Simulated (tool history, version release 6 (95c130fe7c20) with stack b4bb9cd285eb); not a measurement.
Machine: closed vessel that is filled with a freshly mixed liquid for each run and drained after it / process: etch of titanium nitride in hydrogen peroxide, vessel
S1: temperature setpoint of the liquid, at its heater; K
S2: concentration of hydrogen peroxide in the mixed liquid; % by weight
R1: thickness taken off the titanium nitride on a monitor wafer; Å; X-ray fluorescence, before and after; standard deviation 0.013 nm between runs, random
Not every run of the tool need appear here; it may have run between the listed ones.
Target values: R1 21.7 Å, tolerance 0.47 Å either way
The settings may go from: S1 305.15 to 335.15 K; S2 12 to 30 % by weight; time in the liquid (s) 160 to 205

{"run": 1, "hour": 0.0, "S1": 319.15, "S2": 23, "time in the liquid (s)": 205, "R1": 50.911}
{"run": 2, "hour": 7.6, "S1": 319.15, "S2": 28, "time in the liquid (s)": 205, "R1": 53.016}
{"run": 3, "hour": 15.8, "S1": 315.65, "S2": 28, "time in the liquid (s)": 205, "R1": 40.528}
{"run": 4, "hour": 19.5, "S1": 313.15, "S2": 28, "time in the liquid (s)": 205, "R1": 33.652}
{"run": 5, "hour": 27.8, "S1": 311.15, "S2": 28, "time in the liquid (s)": 205, "R1": 28.549}
{"run": 6, "hour": 29.0, "S1": 311.15, "S2": 25, "time in the liquid (s)": 205, "R1": 28.069}
{"run": 7, "hour": 36.7, "S1": 310.15, "S2": 25, "time in the liquid (s)": 205, "R1": 26.03}
{"run": 8, "hour": 40.6, "S1": 309.65, "S2": 25, "time in the liquid (s)": 205, "R1": 24.924}
{"run": 9, "hour": 49.1, "S1": 309.15, "S2": 25, "time in the liquid (s)": 205, "R1": 23.912}
{"hour": 50.4, "done": "peroxide flow meter replaced"}
{"run": 10, "hour": 50.4, "S1": 308.65, "S2": 25, "time in the liquid (s)": 205, "R1": 22.517}

Of the 4 settings listed for the next run, only one would bring every result within its allowed miss of target. Which one?
{"run": "A", "hour": 51.7, "S1": 308.15, "S2": 24.5, "time in the liquid (s)": 205, "R1": "?"}
{"run": "B", "hour": 51.7, "S1": 309.15, "S2": 22.5, "time in the liquid (s)": 205, "R1": "?"}
{"run": "C", "hour": 51.7, "S1": 308.65, "S2": 30, "time in the liquid (s)": 205, "R1": "?"}
{"run": "D", "hour": 51.7, "S1": 310.15, "S2": 24.5, "time in the liquid (s)": 185, "R1": "?"}

move=A R1=21.613
move=B R1=22.965
move=C R1=23.511
move=D R1=22.839
A: every result within its allowed miss
B: lands further from the targets than the last run did
C: lands further from the targets than the last run did
D: lands further from the targets than the last run did
Answer: A

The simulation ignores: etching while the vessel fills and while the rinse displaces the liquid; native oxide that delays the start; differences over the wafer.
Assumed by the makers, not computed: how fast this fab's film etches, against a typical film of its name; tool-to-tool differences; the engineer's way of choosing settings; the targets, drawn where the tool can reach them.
